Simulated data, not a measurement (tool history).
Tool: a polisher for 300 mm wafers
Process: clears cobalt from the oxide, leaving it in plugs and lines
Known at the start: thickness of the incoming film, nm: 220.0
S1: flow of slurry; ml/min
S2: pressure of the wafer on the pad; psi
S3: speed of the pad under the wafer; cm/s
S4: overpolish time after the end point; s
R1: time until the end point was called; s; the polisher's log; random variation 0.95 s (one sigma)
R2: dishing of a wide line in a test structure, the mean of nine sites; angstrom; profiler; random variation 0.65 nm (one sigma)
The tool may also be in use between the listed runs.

{"run": 1, "hour": 0.0, "S1": 135, "S2": 1.7, "S3": 116, "S4": 20, "R1": 50.111, "R2": 435.42}
{"run": 2, "hour": 4.8, "S1": 135, "S2": 1.7, "S3": 116, "S4": 12, "R1": 51.139, "R2": 334.74}
{"run": 3, "hour": 12.1, "S1": 135, "S2": 2, "S3": 116, "S4": 12, "R1": 43.57, "R2": 370.21}
{"run": 4, "hour": 18.1, "S1": 135, "S2": 2, "S3": 106, "S4": 12, "R1": 47.883, "R2": 345.79}
{"run": 5, "hour": 21.7, "S1": 130, "S2": 1.7, "S3": 104, "S4": 17, "R1": 56.63, "R2": 375.49}
{"run": 6, "hour": 30.3, "S1": 130, "S2": 1.7, "S3": 80, "S4": 17, "R1": 73.755, "R2": 324.64}
{"run": 7, "hour": 38.7, "S1": 125, "S2": 1.6, "S3": 80, "S4": 20, "R1": 78.486, "R2": 345.16}

The next listed run, before its measurement:
{"run": 8, "hour": 47.2, "S1": 120, "S2": 1.5, "S3": 80, "S4": 23, "R1": "?", "R2": "?"}

{"run 8": {"R1": 84.845, "R2": 354.05}}

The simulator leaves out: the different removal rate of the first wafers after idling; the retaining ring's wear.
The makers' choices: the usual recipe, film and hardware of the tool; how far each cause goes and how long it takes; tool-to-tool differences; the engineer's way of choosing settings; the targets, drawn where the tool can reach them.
